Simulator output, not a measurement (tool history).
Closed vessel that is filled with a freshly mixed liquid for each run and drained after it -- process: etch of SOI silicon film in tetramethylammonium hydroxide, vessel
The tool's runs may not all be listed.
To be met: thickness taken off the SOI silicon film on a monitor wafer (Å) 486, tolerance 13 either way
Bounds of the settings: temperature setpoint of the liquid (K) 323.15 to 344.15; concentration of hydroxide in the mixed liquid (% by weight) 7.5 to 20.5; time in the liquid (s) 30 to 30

run,hour,temperature setpoint of the liquid (K),concentration of hydroxide in the mixed liquid (% by weight),time in the liquid (s),thickness taken off the SOI silicon film on a monitor wafer (Å)
1,0,331.15,14,30,873.65
2,4.6,330.15,14.5,30,806.5
3,5.5,329.15,14.5,30,751.04
4,11.8,333.65,14.5,30,1007.4
5,19.2,336.65,14.5,30,1207.3
6,25.2,335.15,14.5,30,1109.5
7,33.9,328.65,17.5,30,681.23
8,39.5,328.15,17.5,30,659.6

Exercise: of the 4 proposed moves below, exactly one satisfies all targets within the stated allowed misses. Which move is it?
A,45.1,334.15,15.5,30,?
B,45.1,324.15,17.5,30,?
C,45.1,323.65,17.5,30,?
D,45.1,323.65,20.5,30,?

move,thickness taken off the SOI silicon film on a monitor wafer (Å)
A,1007.9
B,507.6
C,491.04
D,458.28
A: its largest miss is bigger than the last run's
B: moves toward the targets from the last run without getting all of them in spec
C: hits every target within its allowed miss
D: takes the biggest miss from the last run beyond its target
So the answer is move C, the one that meets all the targets.

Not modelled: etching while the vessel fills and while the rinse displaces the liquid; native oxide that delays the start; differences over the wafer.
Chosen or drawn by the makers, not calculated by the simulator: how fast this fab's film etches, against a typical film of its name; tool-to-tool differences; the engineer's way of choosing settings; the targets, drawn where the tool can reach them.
